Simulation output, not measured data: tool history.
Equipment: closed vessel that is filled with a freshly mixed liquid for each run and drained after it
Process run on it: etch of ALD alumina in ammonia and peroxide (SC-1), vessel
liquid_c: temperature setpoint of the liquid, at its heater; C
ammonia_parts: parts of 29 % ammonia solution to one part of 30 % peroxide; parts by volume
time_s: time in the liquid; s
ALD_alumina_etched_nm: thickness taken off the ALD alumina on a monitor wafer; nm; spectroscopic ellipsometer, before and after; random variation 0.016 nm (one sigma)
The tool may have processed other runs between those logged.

run	hour	liquid_c	ammonia_parts	time_s	ALD_alumina_etched_nm
1	0	54	0.9	55	3.4042
2	1.9	59	0.9	55	4.3478
3	3.4	54.5	0.9	55	3.4876
4	12.1	51.5	0.9	55	2.9674
5	18.5	50	0.9	55	2.736
6	19.6	50	1.15	55	2.8046
7	25.9	48.5	1.15	55	2.5559

Estimate the outcome of run 8 from the log above:
8	32.1	47.5	1.15	55	?

{"run 8": {"ALD_alumina_etched_nm": 2.4439}}
